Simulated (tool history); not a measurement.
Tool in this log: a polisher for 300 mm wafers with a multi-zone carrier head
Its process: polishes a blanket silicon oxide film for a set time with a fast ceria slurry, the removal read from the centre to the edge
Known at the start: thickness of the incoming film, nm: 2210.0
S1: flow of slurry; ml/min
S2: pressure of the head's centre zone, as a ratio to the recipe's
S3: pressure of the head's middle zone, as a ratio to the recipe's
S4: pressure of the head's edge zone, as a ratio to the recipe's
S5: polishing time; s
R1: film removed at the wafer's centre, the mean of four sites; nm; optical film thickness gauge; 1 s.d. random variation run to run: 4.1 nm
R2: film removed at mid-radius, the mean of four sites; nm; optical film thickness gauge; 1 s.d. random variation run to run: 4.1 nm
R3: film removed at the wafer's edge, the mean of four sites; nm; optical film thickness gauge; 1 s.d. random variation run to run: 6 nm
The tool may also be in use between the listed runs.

| run | hour | S1 | S2 | S3 | S4 | S5 | R1 | R2 | R3 |
|---|---|---|---|---|---|---|---|---|---|
| 1 | 0.0 | 145 | 1.00 | 1.00 | 1.00 | 50 | 949.83 | 943.10 | 934.53 |
| 2 | 8.6 | 160 | 1.00 | 1.00 | 1.00 | 50 | 957.51 | 953.32 | 959.89 |
| 3 | 16.9 | 155 | 0.99 | 0.98 | 1.01 | 48 | 891.66 | 891.12 | 916.44 |
| 4 | 25.6 | 150 | 0.99 | 0.96 | 1.01 | 46 | 867.40 | 842.80 | 893.27 |
| 5 | 30.0 | 150 | 0.99 | 0.96 | 1.01 | 53 | 989.23 | 966.61 | 1009.20 |
| 6 | 37.4 | 150 | 0.99 | 0.92 | 1.01 | 53 | 987.22 | 930.95 | 1006.20 |

What will run 7 give?
| 7 | 43.5 | 145 | 0.98 | 0.91 | 1.01 | 50 | ? | ? | ? |

R1: 927.98 nm
R2: 862.14 nm
R3: 950.77 nm
